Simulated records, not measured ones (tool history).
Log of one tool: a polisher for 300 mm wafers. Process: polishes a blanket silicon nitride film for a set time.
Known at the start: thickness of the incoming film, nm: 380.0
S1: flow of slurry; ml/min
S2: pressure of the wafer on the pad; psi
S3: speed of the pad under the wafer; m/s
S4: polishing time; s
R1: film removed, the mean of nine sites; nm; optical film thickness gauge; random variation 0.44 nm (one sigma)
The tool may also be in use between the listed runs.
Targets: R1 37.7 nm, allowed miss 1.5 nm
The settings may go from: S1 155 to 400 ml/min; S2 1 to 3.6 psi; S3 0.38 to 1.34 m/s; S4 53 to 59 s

run,hour,S1,S2,S3,S4,R1
1,0,255,2.3,0.86,59,64.389
2,5.1,255,2.1,0.86,59,60.605
3,10.7,255,2,0.84,59,56.302
4,13.9,255,1.9,0.84,59,54.517
# hour 15.7: head pressure recalibrated
5,15.7,255,2.2,0.84,59,58.928
6,22.9,255,2.2,0.84,53,51.663
7,25.9,255,2.1,0.84,53,50.812
8,32.6,255,2,0.84,53,49.943
9,35.2,255,1.9,0.84,53,47.662
10,41.5,255,1.8,0.84,53,45.296
11,44.4,255,1.7,0.84,53,43.638
12,48.1,255,1.5,0.84,53,40.222

Which of these 5 next moves meets every target?
A,51.8,260,1.2,0.88,55,?
B,51.8,330,1,0.88,55,?
C,51.8,250,1.4,0.96,53,?
D,51.8,195,1.3,0.8,53,?
E,51.8,300,2,0.46,57,?

move,R1
A,37.158
B,34.175
C,41.86
D,33.777
E,34.772
A: meets every target
B: takes the result that was furthest off past its target
C: further off than the last run
D: takes the result that was furthest off past its target
E: takes the result that was furthest off past its target
The right move is A.
